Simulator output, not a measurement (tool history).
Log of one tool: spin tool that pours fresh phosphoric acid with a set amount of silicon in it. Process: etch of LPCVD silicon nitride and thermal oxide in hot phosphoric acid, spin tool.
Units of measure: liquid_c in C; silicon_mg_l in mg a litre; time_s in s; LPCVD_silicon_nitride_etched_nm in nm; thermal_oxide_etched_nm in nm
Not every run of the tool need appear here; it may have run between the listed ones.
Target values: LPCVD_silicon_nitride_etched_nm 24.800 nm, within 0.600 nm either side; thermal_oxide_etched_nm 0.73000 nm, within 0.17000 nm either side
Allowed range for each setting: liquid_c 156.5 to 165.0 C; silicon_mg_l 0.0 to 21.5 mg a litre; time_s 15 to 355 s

run	hour	liquid_c	silicon_mg_l	time_s	LPCVD_silicon_nitride_etched_nm	thermal_oxide_etched_nm
1	0.0	160.0	9.5	180	14.065	0.37423
2	5.4	161.0	9.5	180	14.403	0.44922
3	8.5	159.5	9.5	180	13.808	0.36656
4	11.0	160.0	10.5	195	15.206	0.40836
5	18.6	160.0	10.5	235	18.231	0.44666
6	23.6	160.0	6.0	235	18.223	0.54387
7	24.9	160.5	7.0	240	18.791	0.47259
8	32.3	161.0	5.5	250	19.979	0.59319
9	40.2	161.5	6.0	255	20.790	0.65458
10	44.3	162.0	7.0	260	21.344	0.64307
11	46.0	162.0	7.5	265	21.914	0.61451
12	52.9	162.5	7.5	270	22.974	0.70059
13	54.7	162.5	8.0	270	22.521	0.66293
14	55.9	162.5	8.0	275	23.232	0.65789
15	60.7	163.0	8.0	280	23.881	0.68170

Next run, 4 choices. One meets every target within its allowed miss, the rest don't. Which?
A	65.5	162.5	13.0	315	?	?
B	65.5	162.5	8.5	295	?	?
C	65.5	157.5	18.5	345	?	?
D	65.5	163.5	8.0	270	?	?

move	LPCVD_silicon_nitride_etched_nm	thermal_oxide_etched_nm
A	26.478	0.67262
B	24.797	0.69740
C	24.516	0.44199
D	23.460	0.69408
A: pushes the last run's worst result past its target
B: every result lands within tolerance
C: meets the target for the result that was furthest off, but another lies outside its allowed miss
D: its largest miss is bigger than the last run's
Correct choice: B, which meets every target
